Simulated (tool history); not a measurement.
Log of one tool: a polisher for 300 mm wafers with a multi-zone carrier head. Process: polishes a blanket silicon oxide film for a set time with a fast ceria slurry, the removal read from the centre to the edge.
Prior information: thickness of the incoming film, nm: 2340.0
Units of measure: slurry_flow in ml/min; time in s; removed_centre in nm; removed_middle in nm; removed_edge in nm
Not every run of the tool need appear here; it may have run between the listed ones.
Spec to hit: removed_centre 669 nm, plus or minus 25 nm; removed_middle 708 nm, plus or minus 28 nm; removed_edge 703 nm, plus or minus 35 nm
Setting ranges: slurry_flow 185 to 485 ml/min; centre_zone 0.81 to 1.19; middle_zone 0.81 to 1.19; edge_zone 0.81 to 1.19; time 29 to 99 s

run 1 hour=0 | slurry_flow=310 centre_zone=1 middle_zone=1 edge_zone=1 time=64 | removed_centre=844.03 removed_middle=851.78 removed_edge=863.43
run 2 hour=1.4 | slurry_flow=310 centre_zone=0.99 middle_zone=0.99 edge_zone=0.98 time=62 | removed_centre=782.02 removed_middle=822.51 removed_edge=812.64
run 3 hour=9 | slurry_flow=310 centre_zone=0.99 middle_zone=0.99 edge_zone=1.01 time=62 | removed_centre=807.13 removed_middle=823.26 removed_edge=834.13
run 4 hour=10.9 | slurry_flow=310 centre_zone=0.98 middle_zone=0.97 edge_zone=0.98 time=61 | removed_centre=763.72 removed_middle=796.23 removed_edge=800.87
run 5 hour=17.8 | slurry_flow=310 centre_zone=0.98 middle_zone=0.97 edge_zone=1.05 time=61 | removed_centre=777.52 removed_middle=796.88 removed_edge=822.28
run 6 hour=23.3 | slurry_flow=265 centre_zone=0.98 middle_zone=0.97 edge_zone=1.05 time=61 | removed_centre=782.9 removed_middle=767.13 removed_edge=807.92
run 7 hour=28.9 | slurry_flow=265 centre_zone=0.98 middle_zone=0.97 edge_zone=1.05 time=61 | removed_centre=770.98 removed_middle=774.76 removed_edge=814.38
run 8 hour=35.5 | slurry_flow=265 centre_zone=0.98 middle_zone=0.96 edge_zone=1.02 time=60 | removed_centre=756.5 removed_middle=762.83 removed_edge=797.8
run 9 hour=41.7 | slurry_flow=270 centre_zone=0.98 middle_zone=0.96 edge_zone=1.01 time=59 | removed_centre=740.92 removed_middle=743.39 removed_edge=770.95
run 10 hour=46 | slurry_flow=265 centre_zone=0.97 middle_zone=0.96 edge_zone=0.99 time=59 | removed_centre=729.41 removed_middle=758.35 removed_edge=767.5
run 11 hour=47.2 | slurry_flow=265 centre_zone=0.97 middle_zone=0.95 edge_zone=0.98 time=58 | removed_centre=714.49 removed_middle=710.52 removed_edge=723.76
run 12 hour=55.8 | slurry_flow=265 centre_zone=0.96 middle_zone=0.95 edge_zone=0.98 time=58 | removed_centre=697.35 removed_middle=737.35 removed_edge=744.56

Below are 5 possible settings for the next run. Only one of them brings all results inside the allowed miss of their targets. Which is it?
run A hour=64.4 | slurry_flow=215 centre_zone=0.93 middle_zone=1.02 edge_zone=0.91 time=58 | removed_centre=? removed_middle=? removed_edge=?
run B hour=64.4 | slurry_flow=315 centre_zone=1.01 middle_zone=1.06 edge_zone=0.82 time=50 | removed_centre=? removed_middle=? removed_edge=?
run C hour=64.4 | slurry_flow=235 centre_zone=0.94 middle_zone=1.07 edge_zone=1.13 time=52 | removed_centre=? removed_middle=? removed_edge=?
run D hour=64.4 | slurry_flow=285 centre_zone=0.96 middle_zone=0.98 edge_zone=0.99 time=54 | removed_centre=? removed_middle=? removed_edge=?
run E hour=64.4 | slurry_flow=195 centre_zone=0.88 middle_zone=0.88 edge_zone=1.06 time=62 | removed_centre=? removed_middle=? removed_edge=?

move=A removed_centre=676.68 removed_middle=748.28 removed_edge=699.26
move=B removed_centre=663.71 removed_middle=694.14 removed_edge=592.94
move=C removed_centre=620.95 removed_middle=706.07 removed_edge=701.75
move=D removed_centre=673.61 removed_middle=694.94 removed_edge=694.02
move=E removed_centre=673.64 removed_middle=697.87 removed_edge=797.94
A: gets the furthest-off result to its target, but another result is out of tolerance
B: carries the result that was furthest off beyond its target, to the other side
C: gets the furthest-off result to its target, but another result is out of tolerance
D: all results land within tolerance of their targets
E: lands further from the targets than the last run did
D is the move that brings every result within its allowed miss.

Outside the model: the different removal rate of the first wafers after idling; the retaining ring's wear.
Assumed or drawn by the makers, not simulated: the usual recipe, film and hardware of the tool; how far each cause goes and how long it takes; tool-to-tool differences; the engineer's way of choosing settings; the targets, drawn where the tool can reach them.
